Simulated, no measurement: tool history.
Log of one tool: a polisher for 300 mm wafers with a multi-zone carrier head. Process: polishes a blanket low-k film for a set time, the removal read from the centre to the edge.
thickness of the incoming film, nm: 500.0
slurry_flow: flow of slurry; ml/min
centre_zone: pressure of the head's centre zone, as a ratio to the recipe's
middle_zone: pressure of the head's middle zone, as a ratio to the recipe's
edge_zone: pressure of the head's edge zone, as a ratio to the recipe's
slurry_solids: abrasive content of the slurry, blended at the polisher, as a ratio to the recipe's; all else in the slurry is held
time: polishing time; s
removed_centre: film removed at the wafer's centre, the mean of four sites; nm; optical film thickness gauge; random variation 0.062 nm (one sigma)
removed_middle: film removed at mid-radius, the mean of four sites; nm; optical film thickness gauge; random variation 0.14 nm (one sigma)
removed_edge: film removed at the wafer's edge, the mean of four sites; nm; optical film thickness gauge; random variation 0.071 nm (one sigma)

{"run": 1, "hour": 0.0, "slurry_flow": 160, "centre_zone": 1.0, "middle_zone": 1.0, "edge_zone": 1.0, "slurry_solids": 1.0, "time": 75, "removed_centre": 27.099, "removed_middle": 28.171, "removed_edge": 26.962}
{"run": 2, "hour": 5.6, "slurry_flow": 140, "centre_zone": 0.96, "middle_zone": 0.95, "edge_zone": 1.0, "slurry_solids": 0.85, "time": 64, "removed_centre": 19.201, "removed_middle": 18.57, "removed_edge": 20.03}
{"run": 3, "hour": 8.1, "slurry_flow": 130, "centre_zone": 0.92, "middle_zone": 0.94, "edge_zone": 0.99, "slurry_solids": 0.75, "time": 60, "removed_centre": 15.049, "removed_middle": 15.381, "removed_edge": 16.379}
{"run": 4, "hour": 15.3, "slurry_flow": 120, "centre_zone": 0.89, "middle_zone": 0.91, "edge_zone": 0.98, "slurry_solids": 0.7, "time": 60, "removed_centre": 13.108, "removed_middle": 13.721, "removed_edge": 14.922}
{"run": 5, "hour": 18.1, "slurry_flow": 120, "centre_zone": 0.95, "middle_zone": 0.91, "edge_zone": 0.98, "slurry_solids": 0.7, "time": 60, "removed_centre": 13.874, "removed_middle": 13.537, "removed_edge": 14.99}
{"run": 6, "hour": 20.1, "slurry_flow": 120, "centre_zone": 0.95, "middle_zone": 0.91, "edge_zone": 0.98, "slurry_solids": 0.7, "time": 49, "removed_centre": 11.375, "removed_middle": 11.218, "removed_edge": 12.09}
{"run": 7, "hour": 28.4, "slurry_flow": 115, "centre_zone": 0.93, "middle_zone": 0.89, "edge_zone": 1.0, "slurry_solids": 0.7, "time": 49, "removed_centre": 10.958, "removed_middle": 11.182, "removed_edge": 12.073}
{"run": 8, "hour": 34.1, "slurry_flow": 100, "centre_zone": 0.94, "middle_zone": 0.81, "edge_zone": 1.1, "slurry_solids": 0.5, "time": 49, "removed_centre": 6.1313, "removed_middle": 5.6583, "removed_edge": 7.1138}

The next listed run, before its measurement:
{"run": 9, "hour": 36.8, "slurry_flow": 135, "centre_zone": 0.91, "middle_zone": 0.82, "edge_zone": 1.1, "slurry_solids": 0.5, "time": 49, "removed_centre": "?", "removed_middle": "?", "removed_edge": "?"}

{"run 9": {"removed_centre": 6.6167, "removed_middle": 6.1335, "removed_edge": 7.5364}}
